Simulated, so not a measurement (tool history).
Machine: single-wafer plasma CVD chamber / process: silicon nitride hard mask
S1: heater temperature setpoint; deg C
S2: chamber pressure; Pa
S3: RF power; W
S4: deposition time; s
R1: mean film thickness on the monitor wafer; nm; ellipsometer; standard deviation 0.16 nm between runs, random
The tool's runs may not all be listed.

run    day   S1   S2   S3    S4      R1
  1      0  415  211  265  52.6  54.748
  2  0.279  423  183  235  52.6  46.299
  3  0.404  419  183  235  52.6  46.443
  4  0.712  419  164  225  52.6  42.413
  5  1.062  429  164  225  52.6  42.286
  6    1.3  429  152  225  52.6  40.476
  7  1.362  429  145  225  52.6  39.473

Predict the results of run 8:
  8  1.662  429  143  225  52.6   ?

Run 8 measured R1 39.046 nm.
